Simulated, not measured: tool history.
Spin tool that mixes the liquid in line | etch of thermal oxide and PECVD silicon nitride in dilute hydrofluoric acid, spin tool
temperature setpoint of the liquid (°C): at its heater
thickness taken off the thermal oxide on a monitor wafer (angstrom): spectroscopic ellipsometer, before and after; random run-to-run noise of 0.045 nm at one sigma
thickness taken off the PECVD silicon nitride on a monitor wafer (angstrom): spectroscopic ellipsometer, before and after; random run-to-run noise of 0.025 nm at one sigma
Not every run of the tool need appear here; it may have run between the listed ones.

run	hour	temperature setpoint of the liquid (°C)	parts of water to one part of 49 % hydrofluoric acid (parts by volume)	time under the liquid (s)	thickness taken off the thermal oxide on a monitor wafer (angstrom)	thickness taken off the PECVD silicon nitride on a monitor wafer (angstrom)
1	0.0	22.0	105	180	73.851	38.512
2	7.6	21.5	110	180	69.246	35.322
3	10.5	19.0	110	180	61.011	29.980
4	12.4	18.5	110	180	60.486	28.927
5	20.9	18.5	110	245	82.723	39.337
6	26.6	18.5	110	290	97.581	45.724
7	35.2	18.5	120	290	87.989	42.706
8	36.2	18.5	125	285	83.603	40.341
9	38.2	18.5	130	285	78.400	38.075
10	40.5	18.5	135	285	76.552	36.962
11	42.3	18.5	140	285	72.167	35.996
12	44.4	18.5	145	280	69.121	33.916
13	47.9	18.5	145	280	67.850	33.940
14	53.2	18.5	150	280	66.286	33.095
15	60.0	18.5	155	280	63.409	32.542
16	65.2	18.5	155	275	62.930	31.443

What will run 17 give?
17	69.7	18.5	160	275	?	?

Logged for run 17: thickness taken off the thermal oxide on a monitor wafer (angstrom) 59.727, thickness taken off the PECVD silicon nitride on a monitor wafer (angstrom) 31.271.

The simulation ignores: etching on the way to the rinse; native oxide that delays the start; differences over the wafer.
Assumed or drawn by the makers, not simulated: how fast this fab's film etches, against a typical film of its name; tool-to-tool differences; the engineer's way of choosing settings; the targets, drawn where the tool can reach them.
